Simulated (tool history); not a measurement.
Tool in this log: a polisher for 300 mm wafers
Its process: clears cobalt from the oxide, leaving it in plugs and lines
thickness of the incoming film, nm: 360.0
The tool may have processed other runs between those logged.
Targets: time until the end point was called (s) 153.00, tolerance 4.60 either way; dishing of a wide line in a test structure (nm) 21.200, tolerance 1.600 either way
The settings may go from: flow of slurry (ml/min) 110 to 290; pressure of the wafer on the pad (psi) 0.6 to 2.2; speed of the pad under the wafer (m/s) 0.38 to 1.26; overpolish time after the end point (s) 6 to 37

| run | hour | flow of slurry (ml/min) | pressure of the wafer on the pad (psi) | speed of the pad under the wafer (m/s) | overpolish time after the end point (s) | time until the end point was called (s) | dishing of a wide line in a test structure (nm) |
|---|---|---|---|---|---|---|---|
| 1 | 0.0 | 185 | 1.4 | 0.82 | 19 | 117.01 | 33.059 |
| 2 | 8.1 | 185 | 1.3 | 0.82 | 18 | 126.04 | 33.250 |
| 3 | 16.2 | 185 | 1.3 | 0.82 | 16 | 127.20 | 30.726 |
| 4 | 18.5 | 185 | 1.3 | 0.72 | 16 | 141.79 | 27.297 |
| 5 | 19.2 | 185 | 1.3 | 0.72 | 15 | 140.46 | 24.725 |
| 6 | 24.2 | 185 | 1.3 | 0.72 | 22 | 140.91 | 34.341 |
| 7 | 31.1 | 185 | 1.3 | 0.72 | 20 | 141.74 | 32.190 |
| 8 | 31.8 | 180 | 1.2 | 0.72 | 11 | 151.75 | 18.906 |

4 next moves are on the table. One of them brings every result within its allowed miss. Which?
| A | 32.5 | 180 | 1.3 | 0.74 | 14 | ? | ? |
| B | 32.5 | 205 | 1.1 | 0.76 | 13 | ? | ? |
| C | 32.5 | 185 | 1.4 | 0.56 | 18 | ? | ? |
| D | 32.5 | 180 | 1.3 | 0.58 | 17 | ? | ? |

| move | time until the end point was called (s) | dishing of a wide line in a test structure (nm) |
|---|---|---|
| A | 137.21 | 25.743 |
| B | 150.76 | 22.435 |
| C | 160.66 | 27.768 |
| D | 166.37 | 25.805 |
A: carries the result that was furthest off beyond its target, to the other side
B: all results in spec
C: carries the result that was furthest off beyond its target, to the other side
D: carries the result that was furthest off beyond its target, to the other side
The right move is B.
